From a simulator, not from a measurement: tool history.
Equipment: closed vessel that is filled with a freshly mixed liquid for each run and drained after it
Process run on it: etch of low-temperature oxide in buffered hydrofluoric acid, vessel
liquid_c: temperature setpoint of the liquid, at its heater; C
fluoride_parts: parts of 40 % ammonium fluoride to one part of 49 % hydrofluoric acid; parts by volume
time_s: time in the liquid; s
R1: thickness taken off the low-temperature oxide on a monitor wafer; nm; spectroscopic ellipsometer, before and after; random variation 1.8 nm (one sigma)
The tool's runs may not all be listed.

run 1 hour=0.0 | liquid_c=21.0 fluoride_parts=10.0 time_s=85 | R1=337.70
run 2 hour=8.3 | liquid_c=23.0 fluoride_parts=10.0 time_s=85 | R1=374.18
run 3 hour=12.7 | liquid_c=22.0 fluoride_parts=10.5 time_s=85 | R1=342.28
run 4 hour=19.2 | liquid_c=22.0 fluoride_parts=10.5 time_s=85 | R1=337.85
run 5 hour=23.3 | liquid_c=24.5 fluoride_parts=10.5 time_s=85 | R1=389.80
run 6 hour=31.8 | liquid_c=23.0 fluoride_parts=10.5 time_s=85 | R1=358.59
run 7 hour=32.9 | liquid_c=23.0 fluoride_parts=10.5 time_s=85 | R1=360.62
run 8 hour=40.1 | liquid_c=22.0 fluoride_parts=10.5 time_s=85 | R1=342.34

Run 9 has not been measured yet. What should we expect?
run 9 hour=45.8 | liquid_c=21.0 fluoride_parts=11.0 time_s=85 | R1=?

{"run 9": {"R1": 303.27}}

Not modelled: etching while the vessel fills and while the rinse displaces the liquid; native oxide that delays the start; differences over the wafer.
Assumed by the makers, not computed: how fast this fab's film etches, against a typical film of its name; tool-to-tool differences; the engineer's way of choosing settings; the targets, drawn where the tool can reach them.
